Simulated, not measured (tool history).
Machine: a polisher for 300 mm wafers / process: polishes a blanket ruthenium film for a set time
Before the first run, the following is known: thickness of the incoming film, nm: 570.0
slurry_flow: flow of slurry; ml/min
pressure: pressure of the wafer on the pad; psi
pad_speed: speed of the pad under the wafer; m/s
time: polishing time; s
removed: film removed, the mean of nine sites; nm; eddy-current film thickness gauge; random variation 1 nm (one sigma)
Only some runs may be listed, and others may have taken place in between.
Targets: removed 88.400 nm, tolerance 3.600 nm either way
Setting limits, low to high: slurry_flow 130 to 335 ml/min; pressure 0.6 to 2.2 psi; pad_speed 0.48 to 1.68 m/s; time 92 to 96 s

run 1 hour=0.0 | slurry_flow=215 pressure=1.4 pad_speed=1.08 time=92 | removed=71.038
run 2 hour=5.3 | slurry_flow=215 pressure=1.5 pad_speed=1.08 time=92 | removed=75.020
run 3 hour=12.8 | slurry_flow=215 pressure=1.6 pad_speed=1.08 time=92 | removed=79.152
run 4 hour=15.5 | slurry_flow=215 pressure=1.6 pad_speed=1.08 time=92 | removed=78.811
run 5 hour=21.8 | slurry_flow=215 pressure=1.7 pad_speed=1.08 time=92 | removed=83.671
run 6 hour=29.0 | slurry_flow=215 pressure=1.7 pad_speed=1.36 time=92 | removed=104.750
run 7 hour=38.0 | slurry_flow=215 pressure=1.6 pad_speed=1.36 time=92 | removed=99.070
run 8 hour=44.3 | slurry_flow=215 pressure=1.5 pad_speed=1.36 time=92 | removed=92.240

Next run, 4 choices. One meets every target within its allowed miss, the rest don't. Which?
run A hour=50.6 | slurry_flow=265 pressure=1.3 pad_speed=1.60 time=92 | removed=?
run B hour=50.6 | slurry_flow=180 pressure=1.6 pad_speed=1.30 time=96 | removed=?
run C hour=50.6 | slurry_flow=210 pressure=1.3 pad_speed=1.52 time=92 | removed=?
run D hour=50.6 | slurry_flow=200 pressure=1.5 pad_speed=1.34 time=96 | removed=?

move=A removed=97.734
move=B removed=98.216
move=C removed=91.016
move=D removed=96.015
A: misses by more than the last run did
B: misses by more than the last run did
C: in spec on every target
D: misses by more than the last run did
Answer: C
